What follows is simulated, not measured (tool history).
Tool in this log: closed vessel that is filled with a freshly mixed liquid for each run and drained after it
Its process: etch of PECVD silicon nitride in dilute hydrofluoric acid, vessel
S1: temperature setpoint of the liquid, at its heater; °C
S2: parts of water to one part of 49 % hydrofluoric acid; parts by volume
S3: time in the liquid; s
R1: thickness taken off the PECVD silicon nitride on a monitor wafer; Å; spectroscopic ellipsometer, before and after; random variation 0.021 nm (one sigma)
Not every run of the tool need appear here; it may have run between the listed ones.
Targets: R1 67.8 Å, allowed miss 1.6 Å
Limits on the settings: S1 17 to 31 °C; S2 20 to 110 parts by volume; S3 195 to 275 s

run  hour    S1  S2   S3      R1
  1     0    23  60  275  127.62
  2   1.9    23  60  275  127.77
  3  10.5  21.5  65  275  106.54
  4  19.6  24.5  65  275  130.68
  5  23.1  24.5  45  275  186.82
  6  31.6  24.5  45  195  133.45
  7  32.9    23  50  195  108.65
  8  35.9    22  50  195  101.03
  9  42.8    21  50  195  94.283
 10  47.7  20.5  50  195  91.468
 11  50.2    20  50  195  88.325
 12  59.3  19.5  50  195  85.734
 13  61.6    19  50  195  82.178
 14  70.4    17  55  195  65.207

Which one of the following 5 next-run settings gets every result inside its allowed miss? There is exactly one.
  A  79.2  18.5  80  250   ?
  B  79.2    17  60  210   ?
  C  79.2    17  65  215   ?
  D  79.2  17.5  70  245   ?
  E  79.2    17  75  235   ?

move      R1
   A  64.463
   B  64.452
   C  61.059
   D  67.074
   E  58.092
A: lands further from the targets than the last run did
B: lands further from the targets than the last run did
C: lands further from the targets than the last run did
D: every result lands within tolerance
E: lands further from the targets than the last run did
Move D is the one to make.

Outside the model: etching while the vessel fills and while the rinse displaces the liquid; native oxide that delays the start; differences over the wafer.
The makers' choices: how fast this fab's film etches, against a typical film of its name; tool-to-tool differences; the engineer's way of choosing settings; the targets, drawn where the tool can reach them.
